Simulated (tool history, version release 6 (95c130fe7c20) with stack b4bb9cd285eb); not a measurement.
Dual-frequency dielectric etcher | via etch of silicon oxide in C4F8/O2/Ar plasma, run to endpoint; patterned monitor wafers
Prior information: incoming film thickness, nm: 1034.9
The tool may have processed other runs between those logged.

| run | hour | source power (W) | bias power (W) | endpoint time (s) |
|---|---|---|---|---|
| 1 | 0.0 | 2440 | 1429 | 214.19 |
| 2 | 4.3 | 2190 | 1429 | 223.92 |
| 3 | 9.1 | 2410 | 1457 | 211.39 |
| 4 | 13.6 | 2530 | 1467 | 208.94 |
| 5 | 15.8 | 2660 | 1483 | 200.58 |
| 6 | 18.3 | 2710 | 1488 | 198.05 |
| 7 | 22.1 | 2750 | 1491 | 196.94 |

Predict the results of run 8:
| 8 | 26.7 | 2780 | 1494 | ? |

For run 8 the tool returned endpoint time (s) 197.53.
